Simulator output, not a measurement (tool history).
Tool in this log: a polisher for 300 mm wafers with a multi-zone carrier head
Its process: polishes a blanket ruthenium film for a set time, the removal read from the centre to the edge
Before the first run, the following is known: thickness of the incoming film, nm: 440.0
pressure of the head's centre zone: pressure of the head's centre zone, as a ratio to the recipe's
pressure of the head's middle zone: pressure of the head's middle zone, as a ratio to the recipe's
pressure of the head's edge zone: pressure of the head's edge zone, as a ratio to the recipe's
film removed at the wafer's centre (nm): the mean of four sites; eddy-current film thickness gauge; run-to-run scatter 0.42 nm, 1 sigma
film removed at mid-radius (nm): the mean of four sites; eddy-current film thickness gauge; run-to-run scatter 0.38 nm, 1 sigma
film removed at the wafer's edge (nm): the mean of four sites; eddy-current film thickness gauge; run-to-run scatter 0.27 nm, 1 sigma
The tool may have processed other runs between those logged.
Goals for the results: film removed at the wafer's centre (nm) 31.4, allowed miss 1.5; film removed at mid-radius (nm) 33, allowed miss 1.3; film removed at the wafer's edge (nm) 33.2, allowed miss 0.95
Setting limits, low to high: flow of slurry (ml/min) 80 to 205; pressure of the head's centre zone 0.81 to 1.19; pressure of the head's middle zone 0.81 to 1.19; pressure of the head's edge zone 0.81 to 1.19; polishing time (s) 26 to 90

run,hour,flow of slurry (ml/min),pressure of the head's centre zone,pressure of the head's middle zone,pressure of the head's edge zone,polishing time (s),film removed at the wafer's centre (nm),film removed at mid-radius (nm),film removed at the wafer's edge (nm)
1,0,135,1,1,1,58,48.168,47.608,46.172
2,1.7,135,1.07,1,1,58,50.407,48.384,46.398
3,4.6,125,1.01,0.99,0.98,54,43.619,43.572,41.849
4,10.9,115,0.97,0.96,0.95,52,39.36,40.312,39.449
5,19.9,110,0.95,0.94,0.93,50,36.845,38.184,37.677
6,25.5,105,0.94,0.92,0.91,49,35.497,36.159,36.314
7,30.5,100,0.93,0.91,0.89,48,34.963,35.086,35.208
8,33.7,85,0.85,0.9,0.87,45,28.672,31.428,32.206
9,38.5,90,0.86,0.9,0.87,45,29.121,32.662,32.9
10,40.2,90,0.87,0.9,0.87,45,29.578,31.618,32.218

Consider the 5 candidate settings below. Which is the only one whose results all fall within their allowed miss of target?
A,41.9,80,0.88,0.81,0.91,48,?,?,?
B,41.9,125,0.81,1.01,0.89,44,?,?,?
C,41.9,90,0.87,0.87,0.81,48,?,?,?
D,41.9,95,0.83,0.86,0.9,43,?,?,?
E,41.9,80,0.84,1.03,0.98,42,?,?,?

move,film removed at the wafer's centre (nm),film removed at mid-radius (nm),film removed at the wafer's edge (nm)
A,31.516,30.353,34.76
B,28.638,35.651,32.892
C,31.792,32.75,33.413
D,27.404,29.293,31.5
E,26.353,32.438,31.361
A: the furthest-off result lands on target, but another misses its tolerance
B: further off than the last run
C: all results land within tolerance of their targets
D: further off than the last run
E: further off than the last run
Answer: C
